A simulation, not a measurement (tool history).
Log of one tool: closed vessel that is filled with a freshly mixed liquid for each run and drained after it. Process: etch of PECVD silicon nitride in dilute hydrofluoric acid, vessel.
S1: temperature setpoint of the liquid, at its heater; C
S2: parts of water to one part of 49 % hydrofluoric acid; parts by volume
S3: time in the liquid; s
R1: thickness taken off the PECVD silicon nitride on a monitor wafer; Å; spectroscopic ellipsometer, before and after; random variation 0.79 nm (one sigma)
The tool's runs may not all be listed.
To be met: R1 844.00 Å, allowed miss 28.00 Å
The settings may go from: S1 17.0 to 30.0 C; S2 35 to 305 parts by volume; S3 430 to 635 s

run  hour    S1   S2   S3      R1
  1   0.0  22.0  170  635  191.69
  2   3.3  22.0  215  635  152.76
  3   5.2  24.5  160  635  246.59
  4   7.2  24.5  185  635  207.47
  5  14.6  26.0  140  635  305.75
  6  16.7  27.5  105  635  444.42
  7  19.4  28.5   85  635  585.37
  8  21.7  29.0   75  635  675.60
  9  25.9  29.5   70  635  749.06
 10  35.5  29.5   65  635  804.41

5 next moves are on the table. One of them brings every result within its allowed miss. Which?
  A  45.1  27.0  40  445   ?
  B  45.1  28.0  60  620   ?
  C  45.1  30.0  70  635   ?
  D  45.1  30.0  65  635   ?
  E  45.1  30.0  70  620   ?

move      R1
   A  793.04
   B  791.71
   C  791.42
   D  852.09
   E  772.72
A: further off than the last run
B: further off than the last run
C: further off than the last run
D: meets every target
E: further off than the last run
Answer: D
